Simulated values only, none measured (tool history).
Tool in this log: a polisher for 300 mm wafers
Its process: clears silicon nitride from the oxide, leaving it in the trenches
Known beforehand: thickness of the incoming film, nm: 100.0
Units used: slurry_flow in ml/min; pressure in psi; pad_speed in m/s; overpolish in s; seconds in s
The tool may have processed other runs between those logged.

run	hour	slurry_flow	pressure	pad_speed	overpolish	seconds
1	0.0	220	2.9	1.30	3	96.698
2	5.2	220	2.9	1.30	3	99.233
3	11.4	220	2.9	1.30	3	97.658
4	19.1	220	2.7	1.30	3	104.280
5	23.4	260	2.7	1.30	3	104.020
6	25.3	260	3.0	1.30	3	92.558

Estimate the outcome of run 7 from the log above:
7	25.8	260	2.8	1.28	3	?

{"run 7": {"seconds": 101.06}}
